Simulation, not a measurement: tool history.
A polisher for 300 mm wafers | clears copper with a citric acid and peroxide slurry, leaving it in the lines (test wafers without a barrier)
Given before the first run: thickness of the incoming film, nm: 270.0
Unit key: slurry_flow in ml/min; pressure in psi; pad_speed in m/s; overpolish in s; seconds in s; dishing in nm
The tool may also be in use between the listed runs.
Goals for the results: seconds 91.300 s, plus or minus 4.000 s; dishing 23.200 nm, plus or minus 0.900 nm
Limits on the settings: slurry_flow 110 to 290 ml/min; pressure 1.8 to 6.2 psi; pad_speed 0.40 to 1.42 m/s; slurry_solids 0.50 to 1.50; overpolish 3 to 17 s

{"run": 1, "hour": 0.0, "slurry_flow": 185, "pressure": 4.0, "pad_speed": 0.9, "slurry_solids": 1.0, "overpolish": 9, "seconds": 122.97, "dishing": 14.761}
{"run": 2, "hour": 8.5, "slurry_flow": 205, "pressure": 4.0, "pad_speed": 0.9, "slurry_solids": 1.0, "overpolish": 9, "seconds": 123.29, "dishing": 14.821}
{"run": 3, "hour": 17.0, "slurry_flow": 205, "pressure": 3.3, "pad_speed": 0.9, "slurry_solids": 1.0, "overpolish": 9, "seconds": 144.38, "dishing": 12.624}
{"run": 4, "hour": 25.9, "slurry_flow": 205, "pressure": 3.6, "pad_speed": 0.9, "slurry_solids": 1.0, "overpolish": 9, "seconds": 135.42, "dishing": 13.018}
{"run": 5, "hour": 26.9, "slurry_flow": 205, "pressure": 3.9, "pad_speed": 0.9, "slurry_solids": 1.0, "overpolish": 9, "seconds": 125.03, "dishing": 14.563}
{"run": 6, "hour": 35.5, "slurry_flow": 205, "pressure": 4.1, "pad_speed": 0.9, "slurry_solids": 1.0, "overpolish": 9, "seconds": 117.93, "dishing": 14.85}
{"run": 7, "hour": 40.9, "slurry_flow": 200, "pressure": 4.2, "pad_speed": 0.9, "slurry_solids": 1.0, "overpolish": 9, "seconds": 117.51, "dishing": 15.363}
{"run": 8, "hour": 45.6, "slurry_flow": 200, "pressure": 4.4, "pad_speed": 0.9, "slurry_solids": 1.0, "overpolish": 9, "seconds": 111.69, "dishing": 15.977}
{"run": 9, "hour": 53.9, "slurry_flow": 200, "pressure": 4.4, "pad_speed": 0.9, "slurry_solids": 1.0, "overpolish": 9, "seconds": 113.18, "dishing": 15.971}
{"run": 10, "hour": 60.7, "slurry_flow": 200, "pressure": 4.6, "pad_speed": 0.9, "slurry_solids": 1.0, "overpolish": 9, "seconds": 103.93, "dishing": 16.499}
{"run": 11, "hour": 68.3, "slurry_flow": 180, "pressure": 5.0, "pad_speed": 0.94, "slurry_solids": 1.0, "overpolish": 12, "seconds": 96.122, "dishing": 24.35}

Next run, 4 choices. One meets every target within its allowed miss, the rest don't. Which?
{"run": "A", "hour": 75.9, "slurry_flow": 220, "pressure": 3.9, "pad_speed": 1.26, "slurry_solids": 0.9, "overpolish": 10, "seconds": "?", "dishing": "?"}
{"run": "B", "hour": 75.9, "slurry_flow": 180, "pressure": 5.0, "pad_speed": 0.94, "slurry_solids": 0.9, "overpolish": 13, "seconds": "?", "dishing": "?"}
{"run": "C", "hour": 75.9, "slurry_flow": 120, "pressure": 5.7, "pad_speed": 1.06, "slurry_solids": 0.85, "overpolish": 9, "seconds": "?", "dishing": "?"}
{"run": "D", "hour": 75.9, "slurry_flow": 200, "pressure": 5.3, "pad_speed": 0.94, "slurry_solids": 0.95, "overpolish": 11, "seconds": "?", "dishing": "?"}

move=A seconds=91.313 dishing=21.114
move=B seconds=97.736 dishing=25.329
move=C seconds=82.665 dishing=21.134
move=D seconds=89.702 dishing=23.550
A: moves the result that the last run missed by most past its target, out the other side
B: further off than the last run
C: moves the result that the last run missed by most past its target, out the other side
D: all results in spec
The move that meets every target is D.

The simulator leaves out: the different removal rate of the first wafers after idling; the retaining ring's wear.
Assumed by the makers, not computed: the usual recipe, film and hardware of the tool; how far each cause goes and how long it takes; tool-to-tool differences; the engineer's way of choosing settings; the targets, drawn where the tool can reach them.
